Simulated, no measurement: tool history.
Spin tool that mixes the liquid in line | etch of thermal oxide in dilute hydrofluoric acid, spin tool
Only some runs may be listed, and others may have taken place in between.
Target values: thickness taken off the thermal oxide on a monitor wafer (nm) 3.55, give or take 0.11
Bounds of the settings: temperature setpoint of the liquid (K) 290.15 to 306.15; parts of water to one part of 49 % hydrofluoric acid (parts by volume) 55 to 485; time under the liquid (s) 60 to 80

run,hour,temperature setpoint of the liquid (K),parts of water to one part of 49 % hydrofluoric acid (parts by volume),time under the liquid (s),thickness taken off the thermal oxide on a monitor wafer (nm)
1,0,298.15,270,80,1.2796
2,8,300.65,215,80,1.8461
3,13.5,302.15,180,80,2.4179
4,20.9,302.15,180,60,1.8423
5,29.9,304.15,180,60,1.9449
6,35.8,304.15,140,60,2.6371
7,38.9,304.65,125,60,3.0871
8,41,305.15,120,60,3.2963
9,45.2,305.65,120,60,3.3638

Which one of the following 4 next-run settings gets every result inside its allowed miss? There is exactly one.
A,49.4,306.15,140,80,?
B,49.4,302.15,125,80,?
C,49.4,305.15,125,75,?
D,49.4,303.15,135,80,?

move,thickness taken off the thermal oxide on a monitor wafer (nm)
A,3.7403
B,3.7013
C,3.8717
D,3.5082
A: carries the result that was furthest off beyond its target, to the other side
B: carries the result that was furthest off beyond its target, to the other side
C: carries the result that was furthest off beyond its target, to the other side
D: all results land within tolerance of their targets
Correct choice: D, which meets every target
